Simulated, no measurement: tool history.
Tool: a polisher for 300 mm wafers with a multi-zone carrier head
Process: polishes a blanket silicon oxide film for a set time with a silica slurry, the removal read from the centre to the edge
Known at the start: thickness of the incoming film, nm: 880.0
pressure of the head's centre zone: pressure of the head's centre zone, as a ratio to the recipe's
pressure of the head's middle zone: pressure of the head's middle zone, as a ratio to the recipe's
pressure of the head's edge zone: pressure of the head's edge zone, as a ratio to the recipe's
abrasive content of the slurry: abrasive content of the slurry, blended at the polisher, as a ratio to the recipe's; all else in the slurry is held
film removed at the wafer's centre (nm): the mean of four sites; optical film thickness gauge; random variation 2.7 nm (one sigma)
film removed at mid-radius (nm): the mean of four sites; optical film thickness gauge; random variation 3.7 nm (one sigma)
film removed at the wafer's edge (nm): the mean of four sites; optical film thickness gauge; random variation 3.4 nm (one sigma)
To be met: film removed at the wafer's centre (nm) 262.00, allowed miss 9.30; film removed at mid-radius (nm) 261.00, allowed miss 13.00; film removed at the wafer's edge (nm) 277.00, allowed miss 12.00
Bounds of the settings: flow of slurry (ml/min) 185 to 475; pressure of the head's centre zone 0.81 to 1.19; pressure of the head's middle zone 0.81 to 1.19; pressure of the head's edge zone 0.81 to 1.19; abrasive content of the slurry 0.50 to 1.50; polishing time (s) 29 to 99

run	hour	flow of slurry (ml/min)	pressure of the head's centre zone	pressure of the head's middle zone	pressure of the head's edge zone	abrasive content of the slurry	polishing time (s)	film removed at the wafer's centre (nm)	film removed at mid-radius (nm)	film removed at the wafer's edge (nm)
1	0.0	305	1.00	1.00	1.00	1.00	64	334.90	342.78	335.41
2	4.2	305	1.00	1.00	1.00	1.15	64	370.69	374.55	359.66
3	10.0	305	1.00	1.00	1.00	1.15	80	464.20	465.12	453.18
4	14.2	305	1.00	1.00	0.92	1.15	80	460.00	476.97	434.49
5	20.2	300	0.99	0.96	0.92	0.95	77	380.99	380.49	372.40
6	22.3	300	0.99	0.96	0.92	0.95	68	339.15	339.26	331.18
7	26.8	300	0.97	0.93	0.90	0.90	67	317.63	312.42	304.96
8	32.9	295	0.93	0.90	0.91	0.90	67	305.56	298.22	305.56
9	39.4	290	0.90	0.88	0.90	0.90	67	295.03	293.62	304.22
10	43.4	290	0.88	0.86	0.88	0.85	67	268.51	282.27	289.31
11	48.5	290	0.88	0.85	0.87	0.85	67	277.15	279.08	285.42
12	49.6	290	0.88	0.85	0.87	0.85	67	273.06	277.26	293.90
13	50.9	290	0.88	0.85	0.86	0.85	67	272.24	280.22	286.47
14	58.8	285	0.88	0.84	0.86	0.85	67	273.20	279.49	289.79
15	67.7	285	0.88	0.83	0.86	0.85	67	273.29	272.11	285.57
16	75.4	285	0.88	0.82	0.86	0.85	67	274.41	267.04	289.25

Which of these 5 next moves meets every target?
A	83.1	350	1.01	0.91	1.03	0.90	59	?	?	?
B	83.1	260	0.88	0.91	0.86	0.90	63	?	?	?
C	83.1	330	0.99	0.86	0.87	0.75	68	?	?	?
D	83.1	220	0.90	0.85	0.90	0.85	65	?	?	?
E	83.1	325	0.81	0.81	0.91	0.85	68	?	?	?

move	film removed at the wafer's centre (nm)	film removed at mid-radius (nm)	film removed at the wafer's edge (nm)
A	288.81	273.08	292.10
B	264.72	284.91	281.38
C	277.62	255.76	264.82
D	261.76	261.79	280.16
E	258.34	272.82	302.46
A: further off than the last run
B: brings the result that was furthest off to its target, and leaves another outside
C: further off than the last run
D: meets every target
E: brings the result that was furthest off to its target, and leaves another outside
Answer: D
